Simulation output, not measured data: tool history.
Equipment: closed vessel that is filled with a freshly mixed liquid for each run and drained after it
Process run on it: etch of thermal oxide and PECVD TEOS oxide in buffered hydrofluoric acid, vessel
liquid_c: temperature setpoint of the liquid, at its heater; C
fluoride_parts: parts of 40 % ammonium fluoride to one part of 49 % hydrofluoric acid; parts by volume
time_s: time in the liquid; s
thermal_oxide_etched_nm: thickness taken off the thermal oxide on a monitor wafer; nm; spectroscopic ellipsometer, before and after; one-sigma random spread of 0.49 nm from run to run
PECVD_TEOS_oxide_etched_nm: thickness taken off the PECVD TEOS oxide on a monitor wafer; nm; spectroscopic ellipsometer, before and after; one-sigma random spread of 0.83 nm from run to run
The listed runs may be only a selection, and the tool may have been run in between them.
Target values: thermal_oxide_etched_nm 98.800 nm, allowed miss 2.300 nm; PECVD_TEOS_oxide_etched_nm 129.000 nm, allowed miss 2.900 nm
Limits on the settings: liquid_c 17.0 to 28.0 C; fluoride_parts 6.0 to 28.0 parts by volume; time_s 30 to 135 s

Run 1, hour 0.0: liquid_c 20.0 C, fluoride_parts 17.0 parts by volume, time_s 70 s. Result: thermal_oxide_etched_nm 39.364 nm, PECVD_TEOS_oxide_etched_nm 52.312 nm.
Run 2, hour 8.8: liquid_c 21.0 C, fluoride_parts 16.0 parts by volume, time_s 70 s. Result: thermal_oxide_etched_nm 44.385 nm, PECVD_TEOS_oxide_etched_nm 58.185 nm.
Run 3, hour 12.2: liquid_c 22.0 C, fluoride_parts 15.0 parts by volume, time_s 70 s. Result: thermal_oxide_etched_nm 50.034 nm, PECVD_TEOS_oxide_etched_nm 65.732 nm.
Run 4, hour 17.8: liquid_c 22.0 C, fluoride_parts 10.5 parts by volume, time_s 70 s. Result: thermal_oxide_etched_nm 71.130 nm, PECVD_TEOS_oxide_etched_nm 93.017 nm.
Run 5, hour 20.5: liquid_c 23.0 C, fluoride_parts 10.5 parts by volume, time_s 70 s. Result: thermal_oxide_etched_nm 75.207 nm, PECVD_TEOS_oxide_etched_nm 99.277 nm.
Run 6, hour 22.0: liquid_c 23.5 C, fluoride_parts 10.5 parts by volume, time_s 70 s. Result: thermal_oxide_etched_nm 77.454 nm, PECVD_TEOS_oxide_etched_nm 100.820 nm.
Run 7, hour 23.0: liquid_c 24.0 C, fluoride_parts 10.5 parts by volume, time_s 70 s. Result: thermal_oxide_etched_nm 79.903 nm, PECVD_TEOS_oxide_etched_nm 104.390 nm.
Run 8, hour 28.3: liquid_c 24.5 C, fluoride_parts 10.5 parts by volume, time_s 70 s. Result: thermal_oxide_etched_nm 81.850 nm, PECVD_TEOS_oxide_etched_nm 107.400 nm.
Run 9, hour 37.6: liquid_c 25.0 C, fluoride_parts 10.5 parts by volume, time_s 70 s. Result: thermal_oxide_etched_nm 83.978 nm, PECVD_TEOS_oxide_etched_nm 109.950 nm.
Run 10, hour 44.4: liquid_c 25.5 C, fluoride_parts 10.5 parts by volume, time_s 70 s. Result: thermal_oxide_etched_nm 86.591 nm, PECVD_TEOS_oxide_etched_nm 113.060 nm.
Run 11, hour 45.7: liquid_c 26.0 C, fluoride_parts 10.5 parts by volume, time_s 70 s. Result: thermal_oxide_etched_nm 89.302 nm, PECVD_TEOS_oxide_etched_nm 114.750 nm.

Next run, 5 choices. One meets every target within its allowed miss, the rest don't. Which?
Run A, hour 47.0: liquid_c 27.0 C, fluoride_parts 12.0 parts by volume, time_s 80 s. Result: thermal_oxide_etched_nm ?, PECVD_TEOS_oxide_etched_nm ?.
Run B, hour 47.0: liquid_c 21.0 C, fluoride_parts 8.5 parts by volume, time_s 80 s. Result: thermal_oxide_etched_nm ?, PECVD_TEOS_oxide_etched_nm ?.
Run C, hour 47.0: liquid_c 28.0 C, fluoride_parts 9.5 parts by volume, time_s 50 s. Result: thermal_oxide_etched_nm ?, PECVD_TEOS_oxide_etched_nm ?.
Run D, hour 47.0: liquid_c 24.0 C, fluoride_parts 11.0 parts by volume, time_s 85 s. Result: thermal_oxide_etched_nm ?, PECVD_TEOS_oxide_etched_nm ?.
Run E, hour 47.0: liquid_c 27.0 C, fluoride_parts 13.5 parts by volume, time_s 95 s. Result: thermal_oxide_etched_nm ?, PECVD_TEOS_oxide_etched_nm ?.

move  thermal_oxide_etched_nm  PECVD_TEOS_oxide_etched_nm
   A                   94.191                     122.700
   B                   92.221                     120.140
   C                   76.590                      99.775
   D                   92.646                     120.690
   E                   99.681                     129.860
A: better than the last run, though not everything is in spec
B: better than the last run, though not everything is in spec
C: moves away from the targets compared with the last run
D: better than the last run, though not everything is in spec
E: meets every target
The move that meets every target is E.

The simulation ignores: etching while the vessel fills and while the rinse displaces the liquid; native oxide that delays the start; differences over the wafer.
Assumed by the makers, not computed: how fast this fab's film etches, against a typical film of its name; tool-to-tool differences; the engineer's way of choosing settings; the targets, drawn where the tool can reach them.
